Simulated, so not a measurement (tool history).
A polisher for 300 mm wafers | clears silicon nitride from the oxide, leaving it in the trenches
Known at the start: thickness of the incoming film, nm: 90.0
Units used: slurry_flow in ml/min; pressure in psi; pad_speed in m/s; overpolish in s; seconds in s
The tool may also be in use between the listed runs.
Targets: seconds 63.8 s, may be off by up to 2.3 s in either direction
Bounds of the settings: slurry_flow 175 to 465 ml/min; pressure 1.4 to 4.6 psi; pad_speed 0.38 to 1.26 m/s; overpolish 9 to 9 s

{"run": 1, "hour": 0.0, "slurry_flow": 295, "pressure": 3, "pad_speed": 0.82, "overpolish": 9, "seconds": 105.14}
{"run": 2, "hour": 4.2, "slurry_flow": 295, "pressure": 3, "pad_speed": 0.82, "overpolish": 9, "seconds": 106.27}
{"run": 3, "hour": 10.6, "slurry_flow": 295, "pressure": 3, "pad_speed": 0.82, "overpolish": 9, "seconds": 103.48}
{"run": 4, "hour": 17.2, "slurry_flow": 295, "pressure": 2.7, "pad_speed": 0.82, "overpolish": 9, "seconds": 114.98}
{"run": 5, "hour": 23.3, "slurry_flow": 295, "pressure": 3, "pad_speed": 0.82, "overpolish": 9, "seconds": 106.13}
{"run": 6, "hour": 26.4, "slurry_flow": 295, "pressure": 3, "pad_speed": 0.82, "overpolish": 9, "seconds": 103.74}
{"run": 7, "hour": 32.0, "slurry_flow": 295, "pressure": 3.8, "pad_speed": 0.84, "overpolish": 9, "seconds": 82.683}
{"run": 8, "hour": 39.3, "slurry_flow": 295, "pressure": 3.9, "pad_speed": 0.84, "overpolish": 9, "seconds": 79.737}
{"run": 9, "hour": 48.3, "slurry_flow": 295, "pressure": 4, "pad_speed": 0.84, "overpolish": 9, "seconds": 76.86}
{"run": 10, "hour": 56.2, "slurry_flow": 295, "pressure": 4.6, "pad_speed": 0.84, "overpolish": 9, "seconds": 69.478}
{"run": 11, "hour": 64.3, "slurry_flow": 295, "pressure": 4.6, "pad_speed": 0.86, "overpolish": 9, "seconds": 66.989}

Below are 5 possible settings for the next run. Only one of them brings all results inside the allowed miss of their targets. Which is it?
{"run": "A", "hour": 72.4, "slurry_flow": 345, "pressure": 3.8, "pad_speed": 1, "overpolish": 9, "seconds": "?"}
{"run": "B", "hour": 72.4, "slurry_flow": 180, "pressure": 4.6, "pad_speed": 0.92, "overpolish": 9, "seconds": "?"}
{"run": "C", "hour": 72.4, "slurry_flow": 295, "pressure": 4.6, "pad_speed": 0.98, "overpolish": 9, "seconds": "?"}
{"run": "D", "hour": 72.4, "slurry_flow": 305, "pressure": 4.3, "pad_speed": 0.9, "overpolish": 9, "seconds": "?"}
{"run": "E", "hour": 72.4, "slurry_flow": 265, "pressure": 4.6, "pad_speed": 0.96, "overpolish": 9, "seconds": "?"}

move=A seconds=67.95
move=B seconds=63.931
move=C seconds=58.227
move=D seconds=67.367
move=E seconds=59.805
A: the biggest miss grows against the last run
B: every result within its allowed miss
C: pushes the last run's worst result past its target
D: the biggest miss grows against the last run
E: pushes the last run's worst result past its target
Go with B: it meets all targets.
